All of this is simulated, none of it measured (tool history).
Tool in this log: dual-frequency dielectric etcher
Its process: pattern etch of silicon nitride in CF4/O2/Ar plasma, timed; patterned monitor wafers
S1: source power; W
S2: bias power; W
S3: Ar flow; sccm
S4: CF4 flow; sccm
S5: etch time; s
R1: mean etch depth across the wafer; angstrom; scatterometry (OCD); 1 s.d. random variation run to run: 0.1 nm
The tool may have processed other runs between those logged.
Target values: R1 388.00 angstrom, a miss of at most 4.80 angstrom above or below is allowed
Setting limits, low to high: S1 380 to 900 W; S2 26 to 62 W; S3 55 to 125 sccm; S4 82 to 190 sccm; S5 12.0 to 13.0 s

run,day,S1,S2,S3,S4,S5,R1
1,0.000,640,44,90,136,13.0,324.86
2,0.267,640,44,90,136,13.0,325.24
3,0.612,650,44,90,136,13.0,329.06
4,0.721,660,44,90,136,13.0,333.01
5,1.092,660,44,90,136,13.0,330.78
6,1.383,660,44,103,136,13.0,328.58
7,1.604,670,44,103,136,13.0,331.23
8,1.900,680,44,103,136,13.0,336.34
9,2.208,680,44,103,136,13.0,334.98
10,2.396,690,44,103,136,13.0,339.47
11,2.454,700,44,103,136,13.0,342.75
# day 2.629: Ar flow controller replaced
12,2.629,710,44,103,136,13.0,344.16
13,2.971,720,44,103,136,13.0,346.22
14,3.092,730,44,103,136,13.0,350.36
15,3.442,740,44,103,136,13.0,354.12
16,3.675,750,44,103,136,13.0,357.32
17,3.896,760,44,103,136,13.0,362.05
18,4.233,770,44,103,136,13.0,362.78
19,4.346,780,44,103,136,13.0,367.83
20,4.404,790,44,103,136,13.0,370.41
21,4.758,800,44,103,136,13.0,371.32

Exercise: of the 4 proposed moves below, exactly one satisfies all targets within the stated allowed misses. Which move is it?
A,5.112,730,57,111,126,13.0,?
B,5.112,900,44,112,147,12.0,?
C,5.112,890,45,106,131,12.5,?
D,5.112,830,46,88,135,12.5,?

move,R1
A,374.50
B,375.63
C,386.11
D,376.38
A: better than the last run, though not everything is in spec
B: better than the last run, though not everything is in spec
C: each result inside its tolerance
D: better than the last run, though not everything is in spec
C meets every target.
